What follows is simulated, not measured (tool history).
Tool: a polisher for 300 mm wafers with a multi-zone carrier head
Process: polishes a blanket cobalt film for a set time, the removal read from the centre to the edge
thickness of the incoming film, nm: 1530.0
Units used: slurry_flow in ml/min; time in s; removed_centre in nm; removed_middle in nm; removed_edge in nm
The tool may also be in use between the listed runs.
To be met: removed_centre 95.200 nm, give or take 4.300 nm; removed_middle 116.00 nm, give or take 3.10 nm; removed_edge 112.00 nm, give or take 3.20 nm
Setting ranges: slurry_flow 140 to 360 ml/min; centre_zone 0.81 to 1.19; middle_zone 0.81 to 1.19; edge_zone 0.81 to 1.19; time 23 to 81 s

run    day  slurry_flow  centre_zone  middle_zone  edge_zone  time  removed_centre  removed_middle  removed_edge
  1  0.000          230         1.00         1.00       1.00    52         212.070          202.71        206.04
  2  0.246          215         0.95         1.01       0.99    45         170.270          175.21        174.55
  3  0.342          200         0.92         1.01       0.98    41         152.210          159.45        156.41
  4  0.679          200         0.92         1.01       0.98    46         166.400          178.71        175.94
  5  0.996          185         0.89         1.01       0.98    41         147.170          157.17        159.33
  6  1.333          185         0.87         1.03       0.99    37         127.000          144.13        141.08
  7  1.521          160         0.81         1.01       0.97    27          84.404          101.44        100.12
  8  1.658          185         0.81         1.02       0.98    27          86.522          105.82        103.03
  9  2.017          200         0.82         1.02       1.00    27          89.014          106.44        104.65
 10  2.346          260         0.83         1.09       1.09    28          95.405          119.11        114.60
 11  2.492          260         0.83         1.08       1.08    28          94.437          117.81        116.69

Next run, 4 choices. One meets every target within its allowed miss, the rest don't. Which?
  A  2.638          260         0.83         0.98       1.15    29               ?               ?             ?
  B  2.638          255         0.81         1.06       1.11    29               ?               ?             ?
  C  2.638          230         0.86         1.10       1.06    29               ?               ?             ?
  D  2.638          245         0.86         1.10       1.09    27               ?               ?             ?

move  removed_centre  removed_middle  removed_edge
   A          98.976          113.80        126.25
   B          96.396          121.38        123.65
   C         101.080          123.77        119.67
   D          94.891          116.09        113.62
A: lands further from the targets than the last run did
B: lands further from the targets than the last run did
C: lands further from the targets than the last run did
D: every result within its allowed miss
The move that meets every target is D.

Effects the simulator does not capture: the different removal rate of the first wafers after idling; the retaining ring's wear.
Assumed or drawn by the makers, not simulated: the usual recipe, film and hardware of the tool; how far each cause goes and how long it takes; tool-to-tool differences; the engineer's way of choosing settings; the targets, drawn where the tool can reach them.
